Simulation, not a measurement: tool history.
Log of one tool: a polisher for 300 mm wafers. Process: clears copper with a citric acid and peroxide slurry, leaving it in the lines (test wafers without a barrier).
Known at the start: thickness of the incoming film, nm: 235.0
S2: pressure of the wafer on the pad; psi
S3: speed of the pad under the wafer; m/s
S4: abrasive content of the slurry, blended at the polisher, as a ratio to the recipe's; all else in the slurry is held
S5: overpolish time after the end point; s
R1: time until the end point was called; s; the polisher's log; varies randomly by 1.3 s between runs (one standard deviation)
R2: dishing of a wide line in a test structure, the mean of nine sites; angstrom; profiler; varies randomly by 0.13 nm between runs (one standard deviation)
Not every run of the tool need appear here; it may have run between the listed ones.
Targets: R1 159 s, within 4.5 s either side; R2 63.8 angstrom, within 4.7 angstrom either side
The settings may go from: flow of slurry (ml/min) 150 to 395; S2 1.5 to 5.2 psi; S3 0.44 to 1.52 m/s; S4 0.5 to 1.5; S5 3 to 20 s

Run 1, hour 0: flow of slurry (ml/min) 250, S2 3.3 psi, S3 0.98 m/s, S4 1, S5 10 s. Result: R1 92.561 s, R2 199.84 angstrom.
Run 2, hour 7.2: flow of slurry (ml/min) 250, S2 3.3 psi, S3 0.98 m/s, S4 1, S5 6 s. Result: R1 93.224 s, R2 122.54 angstrom.
Run 3, hour 12.5: flow of slurry (ml/min) 250, S2 3 psi, S3 0.98 m/s, S4 1, S5 6 s. Result: R1 102.08 s, R2 112.44 angstrom.
Run 4, hour 19.2: flow of slurry (ml/min) 250, S2 2.7 psi, S3 0.98 m/s, S4 1, S5 6 s. Result: R1 114.7 s, R2 106.49 angstrom.
Run 5, hour 22.3: flow of slurry (ml/min) 250, S2 2.7 psi, S3 0.9 m/s, S4 1, S5 6 s. Result: R1 123 s, R2 100.16 angstrom.
Run 6, hour 24: flow of slurry (ml/min) 250, S2 2.7 psi, S3 0.9 m/s, S4 0.8, S5 6 s. Result: R1 130.88 s, R2 89.376 angstrom.
Run 7, hour 27: flow of slurry (ml/min) 250, S2 2.6 psi, S3 0.9 m/s, S4 0.8, S5 6 s. Result: R1 134.29 s, R2 90.922 angstrom.
Run 8, hour 31.9: flow of slurry (ml/min) 250, S2 2.5 psi, S3 0.9 m/s, S4 0.8, S5 6 s. Result: R1 140.87 s, R2 87.768 angstrom.
Run 9, hour 39.2: flow of slurry (ml/min) 250, S2 2.4 psi, S3 0.9 m/s, S4 0.8, S5 6 s. Result: R1 145.91 s, R2 83.16 angstrom.
Run 10, hour 47.6: flow of slurry (ml/min) 245, S2 2.3 psi, S3 0.9 m/s, S4 0.8, S5 5 s. Result: R1 151.85 s, R2 66.586 angstrom.
Run 11, hour 49.3: flow of slurry (ml/min) 240, S2 2.3 psi, S3 0.9 m/s, S4 0.8, S5 5 s. Result: R1 152.57 s, R2 65.04 angstrom.
Run 12, hour 54.3: flow of slurry (ml/min) 235, S2 2.3 psi, S3 0.9 m/s, S4 0.8, S5 5 s. Result: R1 152 s, R2 66.838 angstrom.
Run 13, hour 62.9: flow of slurry (ml/min) 230, S2 2.3 psi, S3 0.9 m/s, S4 0.8, S5 5 s. Result: R1 150.36 s, R2 65.678 angstrom.

Which one of the following 4 next-run settings gets every result inside its allowed miss? There is exactly one.
Run A, hour 71.5: flow of slurry (ml/min) 235, S2 2.5 psi, S3 0.9 m/s, S4 0.75, S5 5 s. Result: R1 ?, R2 ?.
Run B, hour 71.5: flow of slurry (ml/min) 220, S2 2.5 psi, S3 0.8 m/s, S4 0.8, S5 5 s. Result: R1 ?, R2 ?.
Run C, hour 71.5: flow of slurry (ml/min) 285, S2 2.5 psi, S3 0.92 m/s, S4 0.8, S5 4 s. Result: R1 ?, R2 ?.
Run D, hour 71.5: flow of slurry (ml/min) 215, S2 2.1 psi, S3 1.02 m/s, S4 0.85, S5 5 s. Result: R1 ?, R2 ?.

move      R1      R2
   A  143.07  71.556
   B  158.49  64.774
   C  135.31  60.784
   D  148.49   68.91
A: lands further from the targets than the last run did
B: every result within its allowed miss
C: lands further from the targets than the last run did
D: lands further from the targets than the last run did
Correct choice: B, which meets every target
